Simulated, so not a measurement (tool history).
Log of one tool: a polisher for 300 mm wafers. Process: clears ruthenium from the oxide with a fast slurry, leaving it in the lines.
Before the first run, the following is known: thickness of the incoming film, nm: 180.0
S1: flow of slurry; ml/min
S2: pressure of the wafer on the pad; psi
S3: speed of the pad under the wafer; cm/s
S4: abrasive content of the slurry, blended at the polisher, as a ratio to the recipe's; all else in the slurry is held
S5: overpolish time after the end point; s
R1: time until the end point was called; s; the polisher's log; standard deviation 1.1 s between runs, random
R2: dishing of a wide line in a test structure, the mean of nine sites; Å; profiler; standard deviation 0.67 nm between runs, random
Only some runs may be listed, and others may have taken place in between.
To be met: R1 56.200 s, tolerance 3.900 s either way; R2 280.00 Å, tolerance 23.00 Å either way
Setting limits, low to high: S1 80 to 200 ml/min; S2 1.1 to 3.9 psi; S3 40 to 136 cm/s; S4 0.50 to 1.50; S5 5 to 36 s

run	day	S1	S2	S3	S4	S5	R1	R2
1	0.000	130	2.5	88	1.00	18	47.257	578.33
2	0.221	130	2.5	96	1.00	18	43.086	590.58
3	0.421	130	2.3	98	0.95	15	48.411	463.01
4	0.742	130	2.3	98	0.80	15	54.093	408.24
5	1.088	130	2.3	98	0.80	7	53.165	205.39
6	1.462	130	2.3	98	1.00	7	48.493	231.41
7	1.700	130	2.2	98	1.00	8	50.623	248.45
8	1.975	125	1.9	100	1.00	12	56.464	326.52

4 candidate next runs follow, results not yet known. Just one meets every target within its allowed miss. Identify it.
A	2.250	85	2.0	96	1.20	8	?	?
B	2.250	110	1.9	102	0.75	12	?	?
C	2.250	125	1.9	92	1.25	15	?	?
D	2.250	145	1.7	110	1.10	10	?	?

move	R1	R2
A	55.574	236.01
B	67.167	289.99
C	54.994	430.89
D	55.047	294.61
A: the result that was furthest off in the last run now lies on the other side of its target
B: brings the result that was furthest off to its target, and leaves another outside
C: further off than the last run
D: all results land within tolerance of their targets
Answer: D
